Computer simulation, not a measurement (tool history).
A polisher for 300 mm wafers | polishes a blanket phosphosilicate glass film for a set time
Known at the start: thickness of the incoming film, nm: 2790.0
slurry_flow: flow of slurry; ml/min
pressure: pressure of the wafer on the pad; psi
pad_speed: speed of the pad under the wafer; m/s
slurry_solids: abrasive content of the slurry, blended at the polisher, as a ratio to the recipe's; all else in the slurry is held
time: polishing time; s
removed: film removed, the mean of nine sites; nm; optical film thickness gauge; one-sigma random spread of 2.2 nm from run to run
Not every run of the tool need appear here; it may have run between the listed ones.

run,hour,slurry_flow,pressure,pad_speed,slurry_solids,time,removed
1,0,270,2.8,0.98,1,65,515.15
2,7.9,270,2.8,0.88,1,65,467.24
3,17,210,2.8,0.88,1,65,462.15
4,22.2,210,2.7,0.88,1,65,448.14
5,27.1,210,2.6,0.88,1,65,432.46
6,35.5,210,2.5,0.88,1,65,414.98

What will run 7 give?
7,42.1,210,2.4,0.88,1,65,?

Logged for run 7: removed 399.13 nm.
